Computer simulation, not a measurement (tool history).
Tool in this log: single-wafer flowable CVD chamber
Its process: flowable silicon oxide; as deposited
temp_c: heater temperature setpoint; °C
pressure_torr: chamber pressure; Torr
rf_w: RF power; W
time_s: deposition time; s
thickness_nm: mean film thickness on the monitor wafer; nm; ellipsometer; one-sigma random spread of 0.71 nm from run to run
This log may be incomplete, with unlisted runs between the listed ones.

{"run": 1, "hour": 0.0, "temp_c": 105, "pressure_torr": 1.01, "rf_w": 2435, "time_s": 369, "thickness_nm": 263.63}
{"run": 2, "hour": 9.0, "temp_c": 111, "pressure_torr": 1.01, "rf_w": 2435, "time_s": 369, "thickness_nm": 222.38}
{"run": 3, "hour": 9.7, "temp_c": 107, "pressure_torr": 1.01, "rf_w": 2435, "time_s": 369, "thickness_nm": 247.63}
{"run": 4, "hour": 16.1, "temp_c": 107, "pressure_torr": 1.01, "rf_w": 2435, "time_s": 369, "thickness_nm": 248.12}
{"run": 5, "hour": 23.6, "temp_c": 107, "pressure_torr": 0.9, "rf_w": 2435, "time_s": 369, "thickness_nm": 223.18}
{"run": 6, "hour": 27.3, "temp_c": 112, "pressure_torr": 0.9, "rf_w": 2435, "time_s": 369, "thickness_nm": 193.57}
{"run": 7, "hour": 35.2, "temp_c": 116, "pressure_torr": 0.9, "rf_w": 2435, "time_s": 369, "thickness_nm": 172.42}
{"run": 8, "hour": 40.7, "temp_c": 118, "pressure_torr": 0.9, "rf_w": 2435, "time_s": 369, "thickness_nm": 164.81}
{"run": 9, "hour": 44.2, "temp_c": 118, "pressure_torr": 0.9, "rf_w": 2435, "time_s": 369, "thickness_nm": 163.54}
{"run": 10, "hour": 45.7, "temp_c": 120, "pressure_torr": 0.9, "rf_w": 2435, "time_s": 369, "thickness_nm": 154.6}
{"run": 11, "hour": 46.8, "temp_c": 121, "pressure_torr": 0.9, "rf_w": 2435, "time_s": 369, "thickness_nm": 150.06}

Run 12, settings as shown, results not yet in. Your forecast:
{"run": 12, "hour": 47.6, "temp_c": 122, "pressure_torr": 0.9, "rf_w": 2435, "time_s": 369, "thickness_nm": "?"}

{"run 12": {"thickness_nm": 147.87}}

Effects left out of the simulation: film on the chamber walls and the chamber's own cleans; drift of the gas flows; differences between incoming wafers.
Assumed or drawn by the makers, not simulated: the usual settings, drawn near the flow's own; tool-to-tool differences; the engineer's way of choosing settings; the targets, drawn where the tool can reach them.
